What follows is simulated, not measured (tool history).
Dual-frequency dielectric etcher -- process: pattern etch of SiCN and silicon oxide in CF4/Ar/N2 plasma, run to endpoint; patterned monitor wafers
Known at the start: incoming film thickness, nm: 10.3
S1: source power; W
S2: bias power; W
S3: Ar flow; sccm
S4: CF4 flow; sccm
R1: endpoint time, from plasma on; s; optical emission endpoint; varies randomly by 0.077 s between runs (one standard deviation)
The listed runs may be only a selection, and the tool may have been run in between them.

Run 1, day 0: S1 520 W, S2 74 W, S3 79 sccm, S4 71 sccm. Result: R1 9.2344 s.
Run 2, day 0.333: S1 520 W, S2 74 W, S3 79 sccm, S4 79 sccm. Result: R1 9.2095 s.
Run 3, day 0.583: S1 500 W, S2 74 W, S3 79 sccm, S4 79 sccm. Result: R1 9.5762 s.
Run 4, day 0.888: S1 480 W, S2 74 W, S3 79 sccm, S4 79 sccm. Result: R1 10.007 s.
Run 5, day 1.196: S1 470 W, S2 74 W, S3 79 sccm, S4 79 sccm. Result: R1 10.28 s.
Run 6, day 1.396: S1 470 W, S2 74 W, S3 79 sccm, S4 71 sccm. Result: R1 10.48 s.

The next listed run, before its measurement:
Run 7, day 1.638: S1 460 W, S2 74 W, S3 79 sccm, S4 71 sccm. Result: R1 ?.

Run 7 gave R1 10.74 s.
